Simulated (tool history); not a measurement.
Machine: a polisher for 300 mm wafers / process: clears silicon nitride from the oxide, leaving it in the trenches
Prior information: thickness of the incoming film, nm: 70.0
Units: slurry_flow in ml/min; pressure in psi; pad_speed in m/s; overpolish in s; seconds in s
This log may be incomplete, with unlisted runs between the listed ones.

run  hour  slurry_flow  pressure  pad_speed  overpolish  seconds
  1     0          185         2       0.92           6   94.733
  2   3.2          185         2       1.04           6   83.832
  3  11.7          160         2       1.04           6   84.975
  4  20.2          135         2       1.04           6   87.513
     28.1  -- worn pad replaced by a new one
  5  28.1          135       2.5       1.04           6   66.497
  6  34.9          135       2.3       1.04           6   71.694
  7  43.5          135       2.1       1.04           6   77.303

Expected results for the next run?
  8  45.8          135       1.9       1.04           6        ?

seconds: 87.642 s

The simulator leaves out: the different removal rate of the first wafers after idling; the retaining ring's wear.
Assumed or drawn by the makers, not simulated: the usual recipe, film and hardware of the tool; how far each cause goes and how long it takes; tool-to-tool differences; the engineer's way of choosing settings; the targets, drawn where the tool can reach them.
